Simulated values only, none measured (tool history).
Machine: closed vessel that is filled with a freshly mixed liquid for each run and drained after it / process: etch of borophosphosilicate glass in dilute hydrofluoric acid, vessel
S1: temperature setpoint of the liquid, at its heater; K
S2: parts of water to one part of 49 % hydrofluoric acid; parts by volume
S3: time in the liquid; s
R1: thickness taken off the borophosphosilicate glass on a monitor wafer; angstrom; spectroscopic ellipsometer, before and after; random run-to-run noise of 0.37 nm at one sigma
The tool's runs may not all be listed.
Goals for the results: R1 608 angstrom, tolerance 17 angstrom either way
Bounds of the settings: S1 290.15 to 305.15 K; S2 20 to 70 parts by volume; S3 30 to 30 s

| run | hour | S1 | S2 | S3 | R1 |
|---|---|---|---|---|---|
| 1 | 0 | 297.15 | 40 | 30 | 301.45 |
| 2 | 1.2 | 297.15 | 25 | 30 | 497.49 |
| 3 | 5.1 | 298.65 | 25 | 30 | 526.22 |
| 4 | 6.8 | 295.65 | 25 | 30 | 469.72 |
| 5 | 10.2 | 294.15 | 25 | 30 | 436.23 |
| 6 | 18.6 | 296.15 | 25 | 30 | 469.17 |
| 7 | 21.1 | 297.65 | 25 | 30 | 504.94 |
| 8 | 28.2 | 298.65 | 25 | 30 | 524.71 |
| 9 | 35 | 299.65 | 25 | 30 | 554.08 |
| 10 | 40.3 | 300.15 | 25 | 30 | 560.49 |

Which single option among these 4 for the next run brings every result within its allowed miss of target? Just one does.
| A | 45.6 | 299.15 | 25 | 30 | ? |
| B | 45.6 | 302.15 | 25 | 30 | ? |
| C | 45.6 | 304.65 | 30 | 30 | ? |
| D | 45.6 | 301.15 | 30 | 30 | ? |

| move | R1 |
|---|---|
| A | 534.17 |
| B | 604.05 |
| C | 551.96 |
| D | 479.68 |
A: lands further from the targets than the last run did
B: hits every target within its allowed miss
C: lands further from the targets than the last run did
D: lands further from the targets than the last run did
Answer: B
